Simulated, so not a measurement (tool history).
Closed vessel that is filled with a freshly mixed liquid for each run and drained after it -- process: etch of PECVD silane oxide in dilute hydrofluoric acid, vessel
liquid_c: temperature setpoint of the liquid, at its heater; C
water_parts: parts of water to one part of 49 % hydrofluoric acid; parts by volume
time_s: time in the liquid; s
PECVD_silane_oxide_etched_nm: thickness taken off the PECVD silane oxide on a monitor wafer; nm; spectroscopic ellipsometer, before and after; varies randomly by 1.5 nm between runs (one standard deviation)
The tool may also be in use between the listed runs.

run 1 day=0.000 | liquid_c=23.0 water_parts=270 time_s=865 | PECVD_silane_oxide_etched_nm=60.399
run 2 day=0.233 | liquid_c=23.0 water_parts=270 time_s=930 | PECVD_silane_oxide_etched_nm=64.358
run 3 day=0.496 | liquid_c=23.0 water_parts=345 time_s=930 | PECVD_silane_oxide_etched_nm=46.643
run 4 day=0.775 | liquid_c=20.0 water_parts=345 time_s=930 | PECVD_silane_oxide_etched_nm=42.030
run 5 day=0.896 | liquid_c=22.0 water_parts=300 time_s=930 | PECVD_silane_oxide_etched_nm=54.755
run 6 day=0.954 | liquid_c=23.5 water_parts=260 time_s=930 | PECVD_silane_oxide_etched_nm=68.263
run 7 day=1.054 | liquid_c=25.0 water_parts=225 time_s=930 | PECVD_silane_oxide_etched_nm=86.877
run 8 day=1.162 | liquid_c=26.0 water_parts=205 time_s=930 | PECVD_silane_oxide_etched_nm=101.200

Run 9, settings as shown, results not yet in. Your forecast:
run 9 day=1.208 | liquid_c=27.0 water_parts=190 time_s=930 | PECVD_silane_oxide_etched_nm=?

{"run 9": {"PECVD_silane_oxide_etched_nm": 115.31}}
